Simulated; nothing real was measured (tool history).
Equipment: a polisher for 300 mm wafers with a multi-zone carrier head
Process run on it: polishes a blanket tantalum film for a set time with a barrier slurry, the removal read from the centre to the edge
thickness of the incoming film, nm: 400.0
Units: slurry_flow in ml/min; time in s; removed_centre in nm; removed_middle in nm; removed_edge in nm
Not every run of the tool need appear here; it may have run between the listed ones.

{"run": 1, "hour": 0.0, "slurry_flow": 210, "centre_zone": 1, "middle_zone": 1, "edge_zone": 1, "slurry_solids": 1, "time": 77, "removed_centre": 71.818, "removed_middle": 73.26, "removed_edge": 74.002}
{"run": 2, "hour": 5.7, "slurry_flow": 200, "centre_zone": 1.01, "middle_zone": 0.95, "edge_zone": 0.98, "slurry_solids": 0.95, "time": 77, "removed_centre": 70.222, "removed_middle": 68.608, "removed_edge": 72.356}
{"run": 3, "hour": 13.3, "slurry_flow": 200, "centre_zone": 0.96, "middle_zone": 0.95, "edge_zone": 0.98, "slurry_solids": 0.95, "time": 77, "removed_centre": 67.516, "removed_middle": 68.13, "removed_edge": 70.812}
{"run": 4, "hour": 18.0, "slurry_flow": 190, "centre_zone": 0.99, "middle_zone": 0.91, "edge_zone": 0.96, "slurry_solids": 0.9, "time": 77, "removed_centre": 68.303, "removed_middle": 63.997, "removed_edge": 70.661}
{"run": 5, "hour": 23.5, "slurry_flow": 190, "centre_zone": 0.92, "middle_zone": 0.91, "edge_zone": 0.96, "slurry_solids": 0.9, "time": 77, "removed_centre": 64.446, "removed_middle": 63.605, "removed_edge": 70.29}
{"run": 6, "hour": 32.5, "slurry_flow": 145, "centre_zone": 0.92, "middle_zone": 0.91, "edge_zone": 0.96, "slurry_solids": 0.9, "time": 77, "removed_centre": 60.967, "removed_middle": 60.314, "removed_edge": 67.817}
{"run": 7, "hour": 36.2, "slurry_flow": 145, "centre_zone": 0.92, "middle_zone": 0.91, "edge_zone": 0.96, "slurry_solids": 0.9, "time": 77, "removed_centre": 60.406, "removed_middle": 60.665, "removed_edge": 67.148}
{"run": 8, "hour": 38.7, "slurry_flow": 155, "centre_zone": 0.95, "middle_zone": 0.89, "edge_zone": 0.93, "slurry_solids": 0.85, "time": 77, "removed_centre": 62.579, "removed_middle": 59.657, "removed_edge": 65.712}

What does the tool deliver on the next run?
{"run": 9, "hour": 47.2, "slurry_flow": 160, "centre_zone": 0.97, "middle_zone": 0.87, "edge_zone": 0.93, "slurry_solids": 0.85, "time": 77, "removed_centre": "?", "removed_middle": "?", "removed_edge": "?"}

removed_centre: 63.339 nm
removed_middle: 58.068 nm
removed_edge: 65.635 nm

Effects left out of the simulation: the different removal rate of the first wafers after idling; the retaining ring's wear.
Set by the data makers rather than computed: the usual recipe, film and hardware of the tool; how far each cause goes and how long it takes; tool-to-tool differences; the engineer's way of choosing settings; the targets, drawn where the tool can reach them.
